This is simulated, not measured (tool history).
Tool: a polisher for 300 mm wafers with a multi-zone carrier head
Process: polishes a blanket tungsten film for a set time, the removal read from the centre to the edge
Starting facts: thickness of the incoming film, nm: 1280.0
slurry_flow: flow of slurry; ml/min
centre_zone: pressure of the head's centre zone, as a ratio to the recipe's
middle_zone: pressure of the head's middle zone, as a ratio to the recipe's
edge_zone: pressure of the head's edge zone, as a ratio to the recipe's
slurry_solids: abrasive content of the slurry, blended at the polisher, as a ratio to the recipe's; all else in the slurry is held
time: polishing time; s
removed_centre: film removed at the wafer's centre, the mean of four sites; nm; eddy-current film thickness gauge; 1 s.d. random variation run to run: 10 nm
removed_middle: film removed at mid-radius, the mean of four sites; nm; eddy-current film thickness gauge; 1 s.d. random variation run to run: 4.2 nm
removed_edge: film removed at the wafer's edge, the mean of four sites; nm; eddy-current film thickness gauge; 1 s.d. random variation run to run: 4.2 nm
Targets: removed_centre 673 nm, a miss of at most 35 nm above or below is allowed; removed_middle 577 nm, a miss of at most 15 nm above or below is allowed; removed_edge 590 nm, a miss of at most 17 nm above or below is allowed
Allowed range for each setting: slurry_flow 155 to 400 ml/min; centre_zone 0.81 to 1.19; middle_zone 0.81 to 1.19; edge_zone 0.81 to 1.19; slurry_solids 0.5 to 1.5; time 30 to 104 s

run  hour  slurry_flow  centre_zone  middle_zone  edge_zone  slurry_solids  time  removed_centre  removed_middle  removed_edge
  1     0          255            1            1          1              1    67          476.56           486.3        475.37
  2   4.1          265         1.04         1.01       1.03            1.1    67          520.08          515.16        505.59
  3   8.8          265         0.98         1.01       1.03            1.1    67          508.83             512        499.27
  4  11.6          310         0.98         1.01       1.03            1.1    67          492.49          521.67        503.12
  5    13          290         1.02         1.02       1.05           1.15    67          524.63          520.48        513.88
  6  15.4          290         1.02         1.02       1.05           1.15    80          640.07          614.97        614.85
  7  21.3          280         1.04         1.01       1.04           1.15    80          657.06          628.73        610.99
  8  27.3          270         1.05         0.99       1.03           1.15    80          636.35          605.39        608.76
  9  33.1          270         1.15         0.96       0.97            1.1    80          667.51           594.8        581.59
 10  39.1          270         1.15         0.96       0.97            1.1    80          700.64          597.31        586.83

Consider the 4 candidate settings below. Which is the only one whose results all fall within their allowed miss of target?
  A  45.1          345         1.15         0.95       0.91              1    79               ?               ?             ?
  B  45.1          285         1.11         0.89       0.97            1.3    76               ?               ?             ?
  C  45.1          245         1.02         1.08       0.97            1.1    80               ?               ?             ?
  D  45.1          295         1.18            1       0.97           1.25    72               ?               ?             ?

move  removed_centre  removed_middle  removed_edge
   A          679.68          583.34        559.52
   B          673.74          581.57        592.74
   C           605.2          628.81        582.06
   D          673.36          578.63        555.57
A: the furthest-off result lands on target, but another misses its tolerance
B: in spec on every target
C: the biggest miss grows against the last run
D: the furthest-off result lands on target, but another misses its tolerance
Go with B: it meets all targets.
